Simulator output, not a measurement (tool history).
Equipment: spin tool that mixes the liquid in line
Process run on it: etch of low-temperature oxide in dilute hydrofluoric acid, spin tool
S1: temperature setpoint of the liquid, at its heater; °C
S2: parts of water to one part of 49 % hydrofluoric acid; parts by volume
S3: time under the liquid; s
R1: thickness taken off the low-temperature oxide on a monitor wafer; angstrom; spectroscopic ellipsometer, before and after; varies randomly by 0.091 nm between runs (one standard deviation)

run,hour,S1,S2,S3,R1
1,0,22,230,320,199.1
2,4.8,22,310,320,137.27
3,10.1,24,310,320,147.54
4,14.4,24,310,320,147.54
5,17.7,24,230,320,215.85
6,21,23.5,230,320,210.45
7,27,23,230,320,207.69

Estimate the outcome of run 8 from the log above:
8,32.6,22.5,230,320,?

R1: 202.68 angstrom
